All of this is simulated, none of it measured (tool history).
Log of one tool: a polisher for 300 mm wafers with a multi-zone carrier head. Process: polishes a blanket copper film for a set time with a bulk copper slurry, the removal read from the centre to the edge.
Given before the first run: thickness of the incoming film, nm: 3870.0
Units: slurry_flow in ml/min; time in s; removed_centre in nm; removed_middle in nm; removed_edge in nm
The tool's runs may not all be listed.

run    day  slurry_flow  centre_zone  middle_zone  edge_zone  slurry_solids  time  removed_centre  removed_middle  removed_edge
  1  0.000          305         1.00         1.00       1.00           1.00    50          368.74          372.82        375.63
  2  0.250          300         0.99         0.97       0.97           0.85    46          318.59          320.97        330.77
  3  0.521          300         1.02         0.97       0.97           0.85    46          337.45          313.67        329.07
  4  0.696          300         1.02         0.97       0.90           0.85    46          333.48          323.47        317.89
  5  0.750          300         1.06         0.97       0.90           0.85    46          348.02          315.40        314.87
  6  0.850          300         1.06         0.97       0.82           0.85    46          339.37          314.89        304.89
  7  1.142          280         0.97         0.87       0.83           0.60    35          221.84          204.03        212.74
  8  1.429          290         0.98         0.89       0.87           0.60    35          220.68          205.94        216.92
  9  1.454          290         1.00         0.91       0.90           0.60    35          222.33          212.69        223.34
 10  1.750          295         1.02         0.92       0.92           0.60    35          237.77          212.17        224.62
 11  2.038          300         1.02         0.93       0.94           0.60    35          232.88          215.18        228.21

What will run 12 give?
 12  2.146          305         1.03         0.94       0.95           0.60    35               ?               ?             ?

removed_centre: 235.26 nm
removed_middle: 219.35 nm
removed_edge: 231.58 nm
